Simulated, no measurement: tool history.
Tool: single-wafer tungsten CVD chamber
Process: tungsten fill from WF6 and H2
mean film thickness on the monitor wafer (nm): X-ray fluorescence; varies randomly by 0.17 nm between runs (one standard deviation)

run    day  heater temperature setpoint (K)  chamber pressure (mTorr)  deposition time (s)  mean film thickness on the monitor wafer (nm)
  1  0.000                           673.15                     42500                 16.2                                         52.066
  2  0.092                           669.15                     42300                 16.2                                         47.955
  3  0.375                           666.15                     42100                 16.2                                         44.738
  4  0.650                           672.15                     42100                 16.2                                         50.898
  5  0.725                           669.15                     41900                 16.2                                         47.423
  6  1.012                           669.15                     35000                 16.2                                         43.699

Expected results for the next run?
  7  1.112                           667.15                     34900                 16.2                                              ?

mean film thickness on the monitor wafer (nm): 41.455
